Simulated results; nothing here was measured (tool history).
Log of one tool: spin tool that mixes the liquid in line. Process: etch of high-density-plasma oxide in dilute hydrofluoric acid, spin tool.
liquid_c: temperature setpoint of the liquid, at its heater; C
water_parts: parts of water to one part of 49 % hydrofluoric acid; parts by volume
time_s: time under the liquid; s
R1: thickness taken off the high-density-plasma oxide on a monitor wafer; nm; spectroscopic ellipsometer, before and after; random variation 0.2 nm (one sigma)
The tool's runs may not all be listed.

Run 1, hour 0: liquid_c 21 C, water_parts 110 parts by volume, time_s 225 s. Result: R1 10.785 nm.
Run 2, hour 9: liquid_c 22 C, water_parts 105 parts by volume, time_s 225 s. Result: R1 11.65 nm.
Run 3, hour 15.9: liquid_c 22 C, water_parts 105 parts by volume, time_s 225 s. Result: R1 11.81 nm.
Run 4, hour 17.5: liquid_c 22 C, water_parts 90 parts by volume, time_s 225 s. Result: R1 13.749 nm.
Run 5, hour 21.5: liquid_c 23 C, water_parts 85 parts by volume, time_s 225 s. Result: R1 15.472 nm.
Run 6, hour 22.2: liquid_c 23.5 C, water_parts 80 parts by volume, time_s 225 s. Result: R1 16.924 nm.
Run 7, hour 23.1: liquid_c 24 C, water_parts 80 parts by volume, time_s 225 s. Result: R1 17.233 nm.
Run 8, hour 29.5: liquid_c 24.5 C, water_parts 80 parts by volume, time_s 225 s. Result: R1 17.693 nm.
Run 9, hour 35.5: liquid_c 25 C, water_parts 80 parts by volume, time_s 225 s. Result: R1 18.134 nm.
Run 10, hour 39.7: liquid_c 25.5 C, water_parts 80 parts by volume, time_s 225 s. Result: R1 18.33 nm.

The next listed run, before its measurement:
Run 11, hour 48: liquid_c 26 C, water_parts 80 parts by volume, time_s 225 s. Result: R1 ?.

R1: 19.022 nm

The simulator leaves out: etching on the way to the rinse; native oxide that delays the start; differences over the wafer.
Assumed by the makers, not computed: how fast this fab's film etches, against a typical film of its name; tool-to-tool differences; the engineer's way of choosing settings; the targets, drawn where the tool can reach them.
